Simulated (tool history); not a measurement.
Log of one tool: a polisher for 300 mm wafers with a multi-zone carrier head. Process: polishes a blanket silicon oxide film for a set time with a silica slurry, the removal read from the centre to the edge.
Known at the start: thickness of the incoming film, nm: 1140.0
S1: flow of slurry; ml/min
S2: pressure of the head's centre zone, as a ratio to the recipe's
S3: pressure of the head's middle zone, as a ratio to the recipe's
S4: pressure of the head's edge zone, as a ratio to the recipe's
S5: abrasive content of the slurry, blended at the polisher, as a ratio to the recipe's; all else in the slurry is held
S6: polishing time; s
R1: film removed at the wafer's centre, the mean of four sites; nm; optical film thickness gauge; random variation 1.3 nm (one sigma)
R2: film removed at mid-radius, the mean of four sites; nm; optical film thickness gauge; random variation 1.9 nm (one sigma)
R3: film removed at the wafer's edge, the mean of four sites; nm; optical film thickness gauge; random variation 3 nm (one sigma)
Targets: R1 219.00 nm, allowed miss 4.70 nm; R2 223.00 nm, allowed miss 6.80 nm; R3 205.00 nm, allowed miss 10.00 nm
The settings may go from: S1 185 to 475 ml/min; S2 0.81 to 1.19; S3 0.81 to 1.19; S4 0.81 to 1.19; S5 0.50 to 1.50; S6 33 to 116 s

{"run": 1, "day": 0.0, "S1": 305, "S2": 1.0, "S3": 1.0, "S4": 1.0, "S5": 1.0, "S6": 74, "R1": 178.16, "R2": 183.55, "R3": 181.5}
{"run": 2, "day": 0.283, "S1": 305, "S2": 0.93, "S3": 1.0, "S4": 1.0, "S5": 1.0, "S6": 74, "R1": 165.22, "R2": 182.84, "R3": 184.58}
{"run": 3, "day": 0.333, "S1": 315, "S2": 0.96, "S3": 1.02, "S4": 1.02, "S5": 1.0, "S6": 74, "R1": 173.6, "R2": 189.01, "R3": 186.64}
{"run": 4, "day": 0.425, "S1": 315, "S2": 0.87, "S3": 1.02, "S4": 1.02, "S5": 1.0, "S6": 74, "R1": 155.95, "R2": 189.09, "R3": 186.29}
{"run": 5, "day": 0.575, "S1": 315, "S2": 0.87, "S3": 1.02, "S4": 1.02, "S5": 1.1, "S6": 74, "R1": 162.13, "R2": 197.47, "R3": 194.35}
{"run": 6, "day": 0.758, "S1": 315, "S2": 0.87, "S3": 1.02, "S4": 1.02, "S5": 1.1, "S6": 87, "R1": 193.88, "R2": 235.89, "R3": 229.52}
{"run": 7, "day": 0.858, "S1": 330, "S2": 0.89, "S3": 1.02, "S4": 0.99, "S5": 1.1, "S6": 87, "R1": 197.8, "R2": 234.19, "R3": 227.52}
{"run": 8, "day": 0.888, "S1": 335, "S2": 0.91, "S3": 1.02, "S4": 0.97, "S5": 1.1, "S6": 87, "R1": 200.39, "R2": 231.66, "R3": 220.56}
{"run": 9, "day": 1.083, "S1": 340, "S2": 0.93, "S3": 1.02, "S4": 0.96, "S5": 1.1, "S6": 87, "R1": 206.73, "R2": 232.81, "R3": 220.31}

Which of these 5 next moves meets every target?
{"run": "A", "day": 1.279, "S1": 335, "S2": 1.06, "S3": 1.05, "S4": 0.93, "S5": 1.1, "S6": 81, "R1": "?", "R2": "?", "R3": "?"}
{"run": "B", "day": 1.279, "S1": 280, "S2": 0.96, "S3": 1.13, "S4": 0.85, "S5": 1.35, "S6": 76, "R1": "?", "R2": "?", "R3": "?"}
{"run": "C", "day": 1.279, "S1": 365, "S2": 1.04, "S3": 1.17, "S4": 0.92, "S5": 0.9, "S6": 87, "R1": "?", "R2": "?", "R3": "?"}
{"run": "D", "day": 1.279, "S1": 335, "S2": 1.0, "S3": 1.13, "S4": 0.91, "S5": 1.3, "S6": 78, "R1": "?", "R2": "?", "R3": "?"}
{"run": "E", "day": 1.279, "S1": 295, "S2": 0.93, "S3": 0.93, "S4": 0.95, "S5": 1.05, "S6": 87, "R1": "?", "R2": "?", "R3": "?"}

move=A R1=219.19 R2=221.93 R3=204.95
move=B R1=199.52 R2=238.15 R3=198.70
move=C R1=211.00 R2=238.60 R3=199.14
move=D R1=214.17 R2=244.81 R3=209.90
move=E R1=199.09 R2=208.21 R3=215.92
A: meets every target
B: further off than the last run
C: nearer than the last run, and not there yet
D: further off than the last run
E: further off than the last run
Answer: A
